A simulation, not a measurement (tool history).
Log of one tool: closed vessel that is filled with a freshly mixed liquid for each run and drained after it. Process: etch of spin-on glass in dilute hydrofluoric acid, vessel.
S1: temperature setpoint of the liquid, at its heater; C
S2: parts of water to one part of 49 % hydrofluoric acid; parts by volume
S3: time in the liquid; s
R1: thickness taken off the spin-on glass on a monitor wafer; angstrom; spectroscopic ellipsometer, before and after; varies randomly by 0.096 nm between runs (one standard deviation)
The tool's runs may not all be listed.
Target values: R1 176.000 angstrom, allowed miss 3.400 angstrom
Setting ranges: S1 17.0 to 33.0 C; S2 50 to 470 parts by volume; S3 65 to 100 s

Run 1, hour 0.0: S1 25.0 C, S2 260 parts by volume, S3 100 s. Result: R1 134.220 angstrom.
Run 2, hour 2.1: S1 25.0 C, S2 335 parts by volume, S3 100 s. Result: R1 95.719 angstrom.
Run 3, hour 8.9: S1 25.0 C, S2 245 parts by volume, S3 100 s. Result: R1 143.120 angstrom.
Run 4, hour 17.7: S1 26.0 C, S2 245 parts by volume, S3 100 s. Result: R1 148.780 angstrom.
Run 5, hour 19.2: S1 26.0 C, S2 295 parts by volume, S3 100 s. Result: R1 116.120 angstrom.
Run 6, hour 20.6: S1 27.0 C, S2 285 parts by volume, S3 100 s. Result: R1 127.300 angstrom.
Run 7, hour 25.4: S1 28.0 C, S2 280 parts by volume, S3 100 s. Result: R1 135.430 angstrom.
Run 8, hour 31.5: S1 32.0 C, S2 260 parts by volume, S3 100 s. Result: R1 168.000 angstrom.
Run 9, hour 36.3: S1 32.5 C, S2 260 parts by volume, S3 100 s. Result: R1 171.040 angstrom.

Consider the 5 candidate settings below. Which is the only one whose results all fall within their allowed miss of target?
Run A, hour 41.1: S1 31.0 C, S2 265 parts by volume, S3 100 s. Result: R1 ?.
Run B, hour 41.1: S1 32.0 C, S2 260 parts by volume, S3 100 s. Result: R1 ?.
Run C, hour 41.1: S1 33.0 C, S2 275 parts by volume, S3 100 s. Result: R1 ?.
Run D, hour 41.1: S1 32.0 C, S2 190 parts by volume, S3 65 s. Result: R1 ?.
Run E, hour 41.1: S1 27.0 C, S2 220 parts by volume, S3 100 s. Result: R1 ?.

move       R1
   A  157.190
   B  166.470
   C  159.610
   D  161.530
   E  174.060
A: moves away from the targets compared with the last run
B: moves away from the targets compared with the last run
C: moves away from the targets compared with the last run
D: moves away from the targets compared with the last run
E: all results in spec
Correct choice: E, which meets every target

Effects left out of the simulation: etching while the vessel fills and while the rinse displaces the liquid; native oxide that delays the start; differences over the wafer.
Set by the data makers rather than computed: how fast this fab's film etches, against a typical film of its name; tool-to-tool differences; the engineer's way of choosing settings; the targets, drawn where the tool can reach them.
